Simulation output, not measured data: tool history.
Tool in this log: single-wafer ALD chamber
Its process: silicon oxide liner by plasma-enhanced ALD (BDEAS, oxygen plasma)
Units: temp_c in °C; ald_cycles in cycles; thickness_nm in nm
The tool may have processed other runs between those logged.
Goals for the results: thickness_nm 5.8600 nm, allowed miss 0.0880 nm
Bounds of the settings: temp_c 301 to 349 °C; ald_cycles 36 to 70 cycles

{"run": 1, "hour": 0.0, "temp_c": 325, "ald_cycles": 53, "thickness_nm": 4.7949}
{"run": 2, "hour": 0.8, "temp_c": 323, "ald_cycles": 57, "thickness_nm": 5.1682}
{"run": 3, "hour": 3.5, "temp_c": 332, "ald_cycles": 57, "thickness_nm": 5.0763}
{"run": 4, "hour": 4.7, "temp_c": 327, "ald_cycles": 57, "thickness_nm": 5.1338}
{"run": 5, "hour": 5.3, "temp_c": 336, "ald_cycles": 57, "thickness_nm": 5.0314}
{"run": 6, "hour": 7.1, "temp_c": 344, "ald_cycles": 57, "thickness_nm": 4.9952}
{"run": 7, "hour": 10.6, "temp_c": 342, "ald_cycles": 60, "thickness_nm": 5.2283}
{"run": 8, "hour": 15.4, "temp_c": 339, "ald_cycles": 62, "thickness_nm": 5.4603}
{"run": 9, "hour": 20.2, "temp_c": 336, "ald_cycles": 63, "thickness_nm": 5.597}

Of the 4 settings listed for the next run, only one would bring every result within its allowed miss of target. Which one?
{"run": "A", "hour": 25.0, "temp_c": 339, "ald_cycles": 61, "thickness_nm": "?"}
{"run": "B", "hour": 25.0, "temp_c": 326, "ald_cycles": 65, "thickness_nm": "?"}
{"run": "C", "hour": 25.0, "temp_c": 329, "ald_cycles": 63, "thickness_nm": "?"}
{"run": "D", "hour": 25.0, "temp_c": 333, "ald_cycles": 64, "thickness_nm": "?"}

move=A thickness_nm=5.3700
move=B thickness_nm=5.8479
move=C thickness_nm=5.6399
move=D thickness_nm=5.6913
A: further off than the last run
B: in spec on every target
C: better than the last run, though not everything is in spec
D: better than the last run, though not everything is in spec
B is the move that brings every result within its allowed miss.

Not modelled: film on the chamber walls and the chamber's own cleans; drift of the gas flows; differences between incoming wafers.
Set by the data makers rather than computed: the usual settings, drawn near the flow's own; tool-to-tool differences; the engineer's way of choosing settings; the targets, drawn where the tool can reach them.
